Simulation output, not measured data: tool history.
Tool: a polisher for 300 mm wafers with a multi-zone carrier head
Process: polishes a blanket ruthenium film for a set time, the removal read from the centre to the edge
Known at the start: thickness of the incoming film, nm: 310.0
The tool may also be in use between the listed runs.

run  hour  flow of slurry (ml/min)  pressure of the head's centre zone  pressure of the head's middle zone  pressure of the head's edge zone  polishing time (s)  film removed at the wafer's centre (nm)  film removed at mid-radius (nm)  film removed at the wafer's edge (nm)
  1     0                      305                                   1                                   1                                 1                  57                                   65.311                            65.57                                 65.645
  2   4.4                      255                                   1                                   1                                 1                  57                                   63.926                           65.309                                 65.301
  3   9.5                      250                                0.95                                0.95                                 1                  48                                   51.348                           53.547                                 55.388
  4  14.3                      250                                0.95                                0.95                                 1                  39                                   42.305                           43.633                                 44.569
  5  17.7                      250                                0.95                                0.95                              0.95                  39                                   41.291                           43.011                                 43.496
  6  26.1                      250                                0.95                                0.91                              0.95                  39                                   41.441                           41.712                                 43.168
  7  26.9                      240                                0.91                                0.88                              0.96                  37                                   38.142                           38.077                                 41.489
  8  34.5                      215                                0.81                                0.88                                 1                  33                                   29.332                           33.179                                 37.608

The next listed run, before its measurement:
  9    42                      235                                0.82                                0.88                              1.01                  33                                        ?                                ?                                      ?

film removed at the wafer's centre (nm): 30.209
film removed at mid-radius (nm): 33.088
film removed at the wafer's edge (nm): 37.923
